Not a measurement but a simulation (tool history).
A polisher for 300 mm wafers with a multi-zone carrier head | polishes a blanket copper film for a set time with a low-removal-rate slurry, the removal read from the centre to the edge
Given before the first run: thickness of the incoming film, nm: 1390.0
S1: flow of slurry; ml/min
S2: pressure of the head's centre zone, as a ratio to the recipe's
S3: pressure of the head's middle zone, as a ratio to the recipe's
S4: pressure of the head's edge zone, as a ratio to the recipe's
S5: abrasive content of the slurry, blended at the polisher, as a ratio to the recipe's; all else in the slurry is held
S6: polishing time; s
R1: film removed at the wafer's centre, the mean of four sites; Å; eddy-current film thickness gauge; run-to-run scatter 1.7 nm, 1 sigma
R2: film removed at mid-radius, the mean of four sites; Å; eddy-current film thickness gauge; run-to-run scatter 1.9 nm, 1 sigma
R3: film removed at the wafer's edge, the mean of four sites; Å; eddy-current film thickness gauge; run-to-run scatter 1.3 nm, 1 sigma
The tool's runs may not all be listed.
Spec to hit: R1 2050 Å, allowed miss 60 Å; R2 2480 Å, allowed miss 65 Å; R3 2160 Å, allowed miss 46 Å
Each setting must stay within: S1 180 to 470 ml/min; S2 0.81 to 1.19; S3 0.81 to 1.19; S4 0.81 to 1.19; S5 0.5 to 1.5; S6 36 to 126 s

run    day   S1    S2    S3    S4    S5   S6      R1      R2      R3
  1      0  300     1     1     1     1   81  2619.7  2629.2  2618.4
  2  0.304  300  0.92     1     1     1   81  2409.6  2611.6    2626
  3  0.654  300  0.92     1     1   1.1   81  2432.8  2669.6  2671.1
  4  1.021  300  0.92     1     1   1.1   89  2697.2  2976.1  2961.1
  5  1.083  300  0.92     1  0.91   1.1   89  2733.7  2924.3  2795.8
  6  1.404  300  0.92     1  0.91   1.1  101  3049.7  3335.1  3235.2
  7  1.654  300  0.91  1.01   0.9     1   98  2936.7    3272  3036.5
  8   1.95  290  0.89  1.01  0.89   0.9   95  2734.8  3035.4  2891.2
  9  2.254  295  0.88  1.02  0.88  0.85   92  2567.9  2892.8  2728.5
 10  2.358  295  0.87  1.03  0.87   0.8   90  2461.9  2892.7  2619.2
 11  2.696  295  0.87  1.03  0.86  0.75   88  2383.1  2778.9  2542.9
 12  2.917  270  0.87   1.1  0.81   0.5   78  2010.9  2400.9  2058.3

4 next moves are on the table. One of them brings every result within its allowed miss. Which?
  A  3.138  345  0.84  1.05  0.81   0.7  77   ?   ?   ?
  B  3.138  390   0.9   1.1  0.88   0.5  73   ?   ?   ?
  C  3.138  230  0.92  1.11  0.81   0.5  78   ?   ?   ?
  D  3.138  235  0.89  1.17  0.81  0.85  73   ?   ?   ?

move      R1      R2      R3
   A  2050.8  2464.7  2154.6
   B  1979.9  2322.7  2030.1
   C  2021.2  2357.9  1999.9
   D  2006.1  2501.4  2035.9
A: every result lands within tolerance
B: moves away from the targets compared with the last run
C: moves away from the targets compared with the last run
D: moves away from the targets compared with the last run
The right move is A.

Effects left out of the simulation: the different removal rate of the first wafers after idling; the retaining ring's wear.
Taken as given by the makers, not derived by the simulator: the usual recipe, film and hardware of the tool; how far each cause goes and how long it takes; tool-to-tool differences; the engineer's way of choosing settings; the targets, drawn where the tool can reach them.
